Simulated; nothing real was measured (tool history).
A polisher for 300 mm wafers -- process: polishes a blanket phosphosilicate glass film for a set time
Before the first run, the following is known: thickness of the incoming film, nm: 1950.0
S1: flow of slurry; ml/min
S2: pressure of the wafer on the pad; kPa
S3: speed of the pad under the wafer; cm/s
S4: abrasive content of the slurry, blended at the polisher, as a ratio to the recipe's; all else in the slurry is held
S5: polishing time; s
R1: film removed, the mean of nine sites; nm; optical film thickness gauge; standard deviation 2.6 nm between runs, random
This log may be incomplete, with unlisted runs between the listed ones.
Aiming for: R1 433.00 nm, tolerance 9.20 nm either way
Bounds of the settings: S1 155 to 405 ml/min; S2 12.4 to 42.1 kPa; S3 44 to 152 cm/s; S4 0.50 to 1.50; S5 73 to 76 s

run,day,S1,S2,S3,S4,S5,R1
1,0.000,260,26.9,98,1.00,73,566.79
2,0.333,230,26.9,98,1.00,73,562.22
3,0.538,230,26.9,98,1.20,73,604.15
4,0.775,225,25.5,98,1.20,73,565.24
5,1.104,225,25.5,88,1.20,73,530.07
6,1.175,175,25.5,88,1.20,73,518.47
7,1.379,175,24.8,88,1.20,73,494.64
8,1.596,175,24.1,88,1.20,73,488.91
# day 1.688: worn pad replaced by a new one
9,1.688,175,23.4,88,1.20,73,537.66
10,2.021,175,24.8,84,1.20,73,541.55
11,2.179,170,17.2,84,1.20,73,379.35

Consider the 5 candidate settings below. Which is the only one whose results all fall within their allowed miss of target?
A,2.338,160,22.8,70,1.40,73,?
B,2.338,155,22.1,76,1.20,76,?
C,2.338,175,15.2,74,1.20,74,?
D,2.338,210,18.6,86,1.25,73,?
E,2.338,155,17.9,96,1.25,76,?

move,R1
A,453.87
B,461.04
C,310.50
D,433.34
E,462.59
A: takes the biggest miss from the last run beyond its target
B: takes the biggest miss from the last run beyond its target
C: the biggest miss grows against the last run
D: all results land within tolerance of their targets
E: takes the biggest miss from the last run beyond its target
D is the move that brings every result within its allowed miss.

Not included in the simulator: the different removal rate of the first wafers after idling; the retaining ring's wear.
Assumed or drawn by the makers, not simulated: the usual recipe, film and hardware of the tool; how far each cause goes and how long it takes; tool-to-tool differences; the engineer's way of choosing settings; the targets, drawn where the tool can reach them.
